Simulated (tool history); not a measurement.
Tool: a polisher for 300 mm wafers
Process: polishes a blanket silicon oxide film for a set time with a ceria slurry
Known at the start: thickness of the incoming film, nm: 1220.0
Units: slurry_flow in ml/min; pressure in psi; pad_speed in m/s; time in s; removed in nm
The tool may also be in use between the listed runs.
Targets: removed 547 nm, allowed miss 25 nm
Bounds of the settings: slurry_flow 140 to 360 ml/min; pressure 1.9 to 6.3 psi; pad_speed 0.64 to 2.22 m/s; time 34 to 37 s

run  hour  slurry_flow  pressure  pad_speed  time  removed
  1     0          230       4.1       1.42    37   360.35
  2   6.7          230       4.1       1.56    37   386.01
  3  15.6          230       3.2       1.56    37   299.74
  4  22.7          230       3.2       1.56    37   304.23
  5    25          230       3.4       1.56    37   314.79
  6  32.7          280       3.4       1.56    37   321.53
  7    34          280       3.6       1.56    37   347.06
  8  38.8          280       3.8       1.56    37   362.85
  9    44          280         4       1.56    37   384.31
     52.8  -- slurry nozzle cleaned
 10  52.8          280       4.1       1.56    37   390.94
 11  55.3          280       5.2        1.6    37   505.26

5 next moves are on the table. One of them brings every result within its allowed miss. Which?
  A  57.8          285         5       1.68    34        ?
  B  57.8          270       5.1        1.5    34        ?
  C  57.8          265       5.6       1.54    35        ?
  D  57.8          255       5.2       1.58    34        ?
  E  57.8          280       5.9        1.7    34        ?

move  removed
   A    463.8
   B   427.19
   C   492.22
   D   453.51
   E   550.22
A: further off than the last run
B: further off than the last run
C: further off than the last run
D: further off than the last run
E: meets every target
Answer: E
